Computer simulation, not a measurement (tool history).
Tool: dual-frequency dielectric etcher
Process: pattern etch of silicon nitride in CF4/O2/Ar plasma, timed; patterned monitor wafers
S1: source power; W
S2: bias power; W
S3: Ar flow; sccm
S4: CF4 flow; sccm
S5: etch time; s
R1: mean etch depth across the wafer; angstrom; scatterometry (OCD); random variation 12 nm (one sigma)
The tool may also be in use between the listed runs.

run	hour	S1	S2	S3	S4	S5	R1
1	0.0	570	62	73	122	630	15563
2	5.0	570	54	73	122	630	14950
3	12.3	570	60	73	122	630	15570
4	15.7	600	60	73	122	630	16400
5	22.6	620	60	73	122	630	16923
6	29.7	660	60	73	122	630	18104
7	32.7	670	60	73	122	630	18453
8	34.3	680	60	73	122	630	18566
9	36.9	690	60	73	122	630	18831
10	38.0	700	60	73	122	630	19206
11	39.1	710	60	73	122	630	19391

Forecast run 12:
12	41.0	720	60	73	122	630	?

{"run 12": {"R1": 19781}}
